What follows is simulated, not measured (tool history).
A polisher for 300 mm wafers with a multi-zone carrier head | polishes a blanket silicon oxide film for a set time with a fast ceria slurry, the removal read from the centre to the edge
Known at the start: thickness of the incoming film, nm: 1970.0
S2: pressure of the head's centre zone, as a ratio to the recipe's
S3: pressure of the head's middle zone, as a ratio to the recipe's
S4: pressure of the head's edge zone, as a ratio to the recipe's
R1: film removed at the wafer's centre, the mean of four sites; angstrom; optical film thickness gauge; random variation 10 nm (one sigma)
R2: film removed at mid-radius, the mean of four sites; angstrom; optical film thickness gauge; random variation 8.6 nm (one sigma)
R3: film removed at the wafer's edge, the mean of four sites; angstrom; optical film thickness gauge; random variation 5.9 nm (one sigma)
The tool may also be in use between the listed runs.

run 1 day=0 | flow_of_slurry_(ml/min)=310 S2=1 S3=1 S4=1 polishing_time_(s)=45 | R1=7588.7 R2=7396.4 R3=7424.1
run 2 day=0.3 | flow_of_slurry_(ml/min)=315 S2=1 S3=1.03 S4=1.02 polishing_time_(s)=45 | R1=7680.8 R2=7639.1 R3=7558.4
run 3 day=0.517 | flow_of_slurry_(ml/min)=315 S2=1 S3=1.03 S4=1.02 polishing_time_(s)=41 | R1=6871.7 R2=7019.8 R3=6910.3
run 4 day=0.775 | flow_of_slurry_(ml/min)=315 S2=0.93 S3=1.03 S4=1.02 polishing_time_(s)=41 | R1=6459.6 R2=6793.9 R3=6878.5
run 5 day=1.092 | flow_of_slurry_(ml/min)=320 S2=0.94 S3=1.05 S4=1.04 polishing_time_(s)=42 | R1=6827.7 R2=7231.2 R3=7157.1
run 6 day=1.254 | flow_of_slurry_(ml/min)=320 S2=0.94 S3=1.05 S4=1.07 polishing_time_(s)=42 | R1=6652.3 R2=7343.3 R3=7237
run 7 day=1.312 | flow_of_slurry_(ml/min)=325 S2=0.96 S3=1.06 S4=1.08 polishing_time_(s)=43 | R1=7006.7 R2=7593.7 R3=7421.1
run 8 day=1.658 | flow_of_slurry_(ml/min)=330 S2=0.97 S3=1.07 S4=1.09 polishing_time_(s)=44 | R1=7388.2 R2=7714.3 R3=7671.4
run 9 day=1.896 | flow_of_slurry_(ml/min)=325 S2=0.97 S3=1.09 S4=1.09 polishing_time_(s)=45 | R1=7308 R2=8033.9 R3=7755.5
run 10 day=2.142 | flow_of_slurry_(ml/min)=335 S2=0.98 S3=1.1 S4=1.1 polishing_time_(s)=45 | R1=7551.5 R2=8098.2 R3=7868.6
run 11 day=2.321 | flow_of_slurry_(ml/min)=335 S2=0.98 S3=1.11 S4=1.11 polishing_time_(s)=46 | R1=7604.4 R2=8241.5 R3=8142.7

Forecast run 12:
run 12 day=2.55 | flow_of_slurry_(ml/min)=330 S2=0.98 S3=1.12 S4=1.1 polishing_time_(s)=47 | R1=? R2=? R3=?

R1: 7989.6 angstrom
R2: 8551.2 angstrom
R3: 8173.9 angstrom
